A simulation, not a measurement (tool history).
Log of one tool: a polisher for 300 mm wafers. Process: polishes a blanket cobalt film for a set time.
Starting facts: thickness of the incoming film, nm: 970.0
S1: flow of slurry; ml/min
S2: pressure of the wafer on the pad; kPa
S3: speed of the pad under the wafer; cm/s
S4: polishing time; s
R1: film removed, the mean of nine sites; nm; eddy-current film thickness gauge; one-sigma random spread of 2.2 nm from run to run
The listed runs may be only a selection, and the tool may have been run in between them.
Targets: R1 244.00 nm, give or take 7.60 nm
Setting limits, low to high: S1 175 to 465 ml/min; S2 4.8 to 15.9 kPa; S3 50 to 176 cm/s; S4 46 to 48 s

{"run": 1, "hour": 0.0, "S1": 295, "S2": 10.3, "S3": 112, "S4": 46, "R1": 161.22}
{"run": 2, "hour": 5.9, "S1": 295, "S2": 9.0, "S3": 112, "S4": 46, "R1": 139.34}
{"run": 3, "hour": 13.9, "S1": 295, "S2": 10.3, "S3": 112, "S4": 46, "R1": 163.33}
{"run": 4, "hour": 20.1, "S1": 295, "S2": 10.3, "S3": 112, "S4": 46, "R1": 161.98}
{"run": 5, "hour": 27.9, "S1": 295, "S2": 11.0, "S3": 112, "S4": 46, "R1": 172.51}
{"run": 6, "hour": 34.2, "S1": 295, "S2": 11.7, "S3": 112, "S4": 46, "R1": 180.63}
{"run": 7, "hour": 37.3, "S1": 295, "S2": 12.4, "S3": 112, "S4": 46, "R1": 191.34}
{"run": 8, "hour": 40.7, "S1": 295, "S2": 13.1, "S3": 112, "S4": 46, "R1": 203.97}
{"run": 9, "hour": 45.4, "S1": 300, "S2": 15.2, "S3": 112, "S4": 46, "R1": 232.56}

4 candidate next runs follow, results not yet known. Just one meets every target within its allowed miss. Identify it.
{"run": "A", "hour": 50.1, "S1": 300, "S2": 15.9, "S3": 84, "S4": 48, "R1": "?"}
{"run": "B", "hour": 50.1, "S1": 195, "S2": 15.9, "S3": 98, "S4": 46, "R1": "?"}
{"run": "C", "hour": 50.1, "S1": 315, "S2": 13.8, "S3": 124, "S4": 48, "R1": "?"}
{"run": "D", "hour": 50.1, "S1": 350, "S2": 15.2, "S3": 104, "S4": 46, "R1": "?"}

move=A R1=210.22
move=B R1=211.21
move=C R1=240.74
move=D R1=225.56
A: the biggest miss grows against the last run
B: the biggest miss grows against the last run
C: every result within its allowed miss
D: the biggest miss grows against the last run
The move that meets every target is C.

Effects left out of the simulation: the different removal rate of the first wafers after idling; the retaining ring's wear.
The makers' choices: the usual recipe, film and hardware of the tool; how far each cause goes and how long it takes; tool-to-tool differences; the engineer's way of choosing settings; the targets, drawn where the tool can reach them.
